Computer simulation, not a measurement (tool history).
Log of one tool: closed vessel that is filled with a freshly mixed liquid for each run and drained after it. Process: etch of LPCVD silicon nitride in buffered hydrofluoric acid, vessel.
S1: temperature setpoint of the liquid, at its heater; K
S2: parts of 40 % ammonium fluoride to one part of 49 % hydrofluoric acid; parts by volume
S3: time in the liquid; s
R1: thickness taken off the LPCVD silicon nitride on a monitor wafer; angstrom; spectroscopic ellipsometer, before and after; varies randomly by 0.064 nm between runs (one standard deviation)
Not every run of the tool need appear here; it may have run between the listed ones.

run	hour	S1	S2	S3	R1
1	0.0	294.15	8	1650	234.05
2	9.3	293.15	8	1650	220.09
3	10.9	292.15	8	1650	209.41
4	15.8	292.15	8	1775	224.39
5	20.5	292.15	8	1650	208.82
6	25.7	291.65	8	1650	203.24
7	27.9	291.15	8	1650	196.85

Expected results for the next run?
8	32.6	290.65	8	1650	?

Run 8 produced R1 189.76 angstrom.

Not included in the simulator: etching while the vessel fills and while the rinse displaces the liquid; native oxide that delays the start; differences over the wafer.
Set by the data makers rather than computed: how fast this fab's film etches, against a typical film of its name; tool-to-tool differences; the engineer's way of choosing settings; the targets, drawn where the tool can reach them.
